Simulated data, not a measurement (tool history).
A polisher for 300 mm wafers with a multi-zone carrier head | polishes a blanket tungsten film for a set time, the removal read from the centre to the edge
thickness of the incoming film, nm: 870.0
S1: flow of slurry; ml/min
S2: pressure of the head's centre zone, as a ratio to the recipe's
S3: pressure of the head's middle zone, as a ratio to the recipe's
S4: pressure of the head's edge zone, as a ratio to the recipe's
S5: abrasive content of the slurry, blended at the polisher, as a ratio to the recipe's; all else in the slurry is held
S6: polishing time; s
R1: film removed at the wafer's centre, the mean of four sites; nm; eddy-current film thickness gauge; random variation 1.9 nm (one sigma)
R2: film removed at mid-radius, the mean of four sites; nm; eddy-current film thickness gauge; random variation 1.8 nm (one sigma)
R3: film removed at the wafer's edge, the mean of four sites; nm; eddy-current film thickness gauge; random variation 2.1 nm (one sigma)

{"run": 1, "hour": 0.0, "S1": 200, "S2": 1, "S3": 1, "S4": 1, "S5": 1, "S6": 76, "R1": 321.58, "R2": 336.37, "R3": 313.69}
{"run": 2, "hour": 3.0, "S1": 200, "S2": 1, "S3": 0.95, "S4": 1, "S5": 1, "S6": 76, "R1": 324.86, "R2": 317.52, "R3": 326.39}
{"run": 3, "hour": 9.3, "S1": 200, "S2": 1, "S3": 0.95, "S4": 1.09, "S5": 1, "S6": 76, "R1": 326.8, "R2": 312.22, "R3": 337.97}
{"run": 4, "hour": 14.5, "S1": 195, "S2": 0.96, "S3": 0.98, "S4": 1.05, "S5": 0.85, "S6": 68, "R1": 268.56, "R2": 280.45, "R3": 289.56}
{"run": 5, "hour": 16.9, "S1": 190, "S2": 0.94, "S3": 1.01, "S4": 1.01, "S5": 0.75, "S6": 61, "R1": 229.47, "R2": 253.5, "R3": 247.94}
{"run": 6, "hour": 20.9, "S1": 185, "S2": 0.91, "S3": 1.03, "S4": 0.97, "S5": 0.7, "S6": 57, "R1": 202.59, "R2": 234.47, "R3": 222.65}
{"run": 7, "hour": 22.5, "S1": 180, "S2": 0.89, "S3": 1.04, "S4": 0.93, "S5": 0.65, "S6": 56, "R1": 195.99, "R2": 232.25, "R3": 215.05}
{"run": 8, "hour": 25.4, "S1": 175, "S2": 0.87, "S3": 1.06, "S4": 0.91, "S5": 0.6, "S6": 54, "R1": 181.9, "R2": 221.6, "R3": 203.53}

Forecast run 9:
{"run": 9, "hour": 29.3, "S1": 160, "S2": 0.82, "S3": 1.15, "S4": 0.81, "S5": 0.5, "S6": 48, "R1": "?", "R2": "?", "R3": "?"}

{"run 9": {"R1": 145.78, "R2": 207.08, "R3": 166.61}}
